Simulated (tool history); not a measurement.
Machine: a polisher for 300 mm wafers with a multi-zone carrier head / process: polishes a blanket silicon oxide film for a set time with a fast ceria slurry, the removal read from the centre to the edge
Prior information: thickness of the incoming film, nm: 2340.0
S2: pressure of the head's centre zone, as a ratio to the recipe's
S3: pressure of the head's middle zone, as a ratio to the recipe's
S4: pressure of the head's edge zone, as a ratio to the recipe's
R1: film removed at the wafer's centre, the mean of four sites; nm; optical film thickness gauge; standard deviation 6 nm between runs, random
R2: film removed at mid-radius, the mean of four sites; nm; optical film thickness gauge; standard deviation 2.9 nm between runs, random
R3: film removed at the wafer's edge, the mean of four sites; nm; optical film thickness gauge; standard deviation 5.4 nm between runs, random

Run 1, hour 0: flow of slurry (ml/min) 285, S2 1, S3 1, S4 1, polishing time (s) 31. Result: R1 750.93 nm, R2 730.05 nm, R3 706.37 nm.
Run 2, hour 6: flow of slurry (ml/min) 285, S2 0.97, S3 1, S4 1, polishing time (s) 31. Result: R1 745.8 nm, R2 723.33 nm, R3 724.49 nm.
Run 3, hour 9.3: flow of slurry (ml/min) 275, S2 0.93, S3 0.99, S4 0.98, polishing time (s) 26. Result: R1 589.59 nm, R2 591.15 nm, R3 599.14 nm.
Run 4, hour 13.2: flow of slurry (ml/min) 275, S2 0.93, S3 0.92, S4 0.98, polishing time (s) 26. Result: R1 585.83 nm, R2 556.34 nm, R3 593.31 nm.
Run 5, hour 21: flow of slurry (ml/min) 275, S2 0.93, S3 0.92, S4 0.98, polishing time (s) 23. Result: R1 525.2 nm, R2 490.73 nm, R3 527.76 nm.
Run 6, hour 22.3: flow of slurry (ml/min) 270, S2 0.89, S3 0.91, S4 0.94, polishing time (s) 22. Result: R1 475.25 nm, R2 468.69 nm, R3 489.71 nm.

Run 7 comes next. What will it give?
Run 7, hour 24.7: flow of slurry (ml/min) 260, S2 0.87, S3 0.89, S4 0.93, polishing time (s) 22. Result: R1 ?, R2 ?, R3 ?.

{"run 7": {"R1": 451.03, "R2": 458.11, "R3": 485.22}}

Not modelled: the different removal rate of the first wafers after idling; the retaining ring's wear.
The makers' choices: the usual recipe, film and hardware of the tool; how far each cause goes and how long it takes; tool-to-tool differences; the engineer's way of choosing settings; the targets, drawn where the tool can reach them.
